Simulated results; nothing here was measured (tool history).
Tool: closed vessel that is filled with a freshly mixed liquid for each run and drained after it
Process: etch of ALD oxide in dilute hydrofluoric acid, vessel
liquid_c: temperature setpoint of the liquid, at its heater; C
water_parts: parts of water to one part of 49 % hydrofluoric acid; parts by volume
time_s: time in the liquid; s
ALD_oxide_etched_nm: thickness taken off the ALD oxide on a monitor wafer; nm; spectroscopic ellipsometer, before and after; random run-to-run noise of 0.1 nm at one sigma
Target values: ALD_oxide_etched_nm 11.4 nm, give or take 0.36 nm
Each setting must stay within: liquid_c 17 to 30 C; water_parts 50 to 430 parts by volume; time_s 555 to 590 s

| run | day | liquid_c | water_parts | time_s | ALD_oxide_etched_nm |
|---|---|---|---|---|---|
| 1 | 0 | 22 | 240 | 555 | 18.053 |
| 2 | 0.133 | 22 | 240 | 590 | 19.336 |
| 3 | 0.433 | 21.5 | 250 | 590 | 17.715 |
| 4 | 0.496 | 21 | 255 | 590 | 17.366 |
| 5 | 0.567 | 21 | 255 | 590 | 17.135 |
| 6 | 0.733 | 20.5 | 260 | 590 | 16.467 |
| 7 | 1.096 | 20 | 265 | 590 | 15.67 |
| 8 | 1.488 | 19.5 | 270 | 590 | 15.119 |
| 9 | 1.646 | 19 | 275 | 590 | 14.46 |
| 10 | 1.808 | 19 | 280 | 590 | 14.246 |
| 11 | 2.146 | 19 | 285 | 590 | 13.741 |
| 12 | 2.396 | 19 | 290 | 590 | 13.492 |
| 13 | 2.621 | 19 | 295 | 590 | 13.437 |

Consider the 5 candidate settings below. Which is the only one whose results all fall within their allowed miss of target?
| A | 2.846 | 18.5 | 285 | 555 | ? |
| B | 2.846 | 17.5 | 315 | 585 | ? |
| C | 2.846 | 17 | 310 | 555 | ? |
| D | 2.846 | 17.5 | 270 | 590 | ? |
| E | 2.846 | 18.5 | 325 | 555 | ? |

| move | ALD_oxide_etched_nm |
|---|---|
| A | 12.769 |
| B | 11.434 |
| C | 10.862 |
| D | 13.978 |
| E | 10.819 |
A: closer than the last run, but not yet in spec
B: each result inside its tolerance
C: carries the result that was furthest off beyond its target, to the other side
D: the biggest miss grows against the last run
E: carries the result that was furthest off beyond its target, to the other side
Go with B: it meets all targets.
